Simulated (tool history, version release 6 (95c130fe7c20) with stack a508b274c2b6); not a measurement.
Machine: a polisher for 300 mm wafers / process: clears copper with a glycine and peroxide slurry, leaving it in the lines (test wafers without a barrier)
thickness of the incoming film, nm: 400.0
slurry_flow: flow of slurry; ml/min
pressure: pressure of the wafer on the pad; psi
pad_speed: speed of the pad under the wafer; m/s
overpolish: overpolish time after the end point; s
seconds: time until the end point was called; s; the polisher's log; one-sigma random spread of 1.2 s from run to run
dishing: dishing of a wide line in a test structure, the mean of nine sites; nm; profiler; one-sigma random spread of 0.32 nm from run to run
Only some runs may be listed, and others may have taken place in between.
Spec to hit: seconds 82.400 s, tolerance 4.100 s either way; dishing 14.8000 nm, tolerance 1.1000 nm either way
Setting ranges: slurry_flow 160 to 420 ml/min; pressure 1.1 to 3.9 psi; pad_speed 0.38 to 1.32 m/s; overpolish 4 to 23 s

run 1 day=0.000 | slurry_flow=270 pressure=2.5 pad_speed=0.84 overpolish=12 | seconds=75.034 dishing=41.2070
run 2 day=0.125 | slurry_flow=245 pressure=2.5 pad_speed=0.84 overpolish=12 | seconds=77.140 dishing=41.8080
run 3 day=0.229 | slurry_flow=245 pressure=1.9 pad_speed=0.84 overpolish=12 | seconds=94.511 dishing=35.0870
run 4 day=0.271 | slurry_flow=270 pressure=1.8 pad_speed=0.86 overpolish=11 | seconds=97.797 dishing=31.6780
run 5 day=0.362 | slurry_flow=270 pressure=1.8 pad_speed=0.68 overpolish=11 | seconds=109.210 dishing=28.4210
run 6 day=0.538 | slurry_flow=295 pressure=2.0 pad_speed=0.64 overpolish=10 | seconds=110.670 dishing=26.8500
run 7 day=0.717 | slurry_flow=220 pressure=1.3 pad_speed=0.88 overpolish=4 | seconds=122.020 dishing=9.9253
-- day=0.825 head pressure recalibrated
run 8 day=0.825 | slurry_flow=220 pressure=1.4 pad_speed=0.90 overpolish=4 | seconds=123.520 dishing=9.8006
run 9 day=0.888 | slurry_flow=220 pressure=1.5 pad_speed=0.92 overpolish=4 | seconds=119.650 dishing=10.3140
run 10 day=0.929 | slurry_flow=220 pressure=1.7 pad_speed=0.94 overpolish=4 | seconds=102.730 dishing=11.7130

Consider the 5 candidate settings below. Which is the only one whose results all fall within their allowed miss of target?
run A day=0.971 | slurry_flow=240 pressure=1.5 pad_speed=0.86 overpolish=8 | seconds=? dishing=?
run B day=0.971 | slurry_flow=240 pressure=1.2 pad_speed=0.86 overpolish=7 | seconds=? dishing=?
run C day=0.971 | slurry_flow=230 pressure=1.1 pad_speed=0.98 overpolish=7 | seconds=? dishing=?
run D day=0.971 | slurry_flow=185 pressure=1.9 pad_speed=1.06 overpolish=4 | seconds=? dishing=?
run E day=0.971 | slurry_flow=235 pressure=2.4 pad_speed=0.90 overpolish=4 | seconds=? dishing=?

move=A seconds=119.130 dishing=18.9230
move=B seconds=138.020 dishing=14.6160
move=C seconds=136.570 dishing=14.7090
move=D seconds=91.066 dishing=12.8180
move=E seconds=82.148 dishing=14.1680
A: lands further from the targets than the last run did
B: lands further from the targets than the last run did
C: lands further from the targets than the last run did
D: closer than the last run, but not yet in spec
E: every result within its allowed miss
Correct choice: E, which meets every target
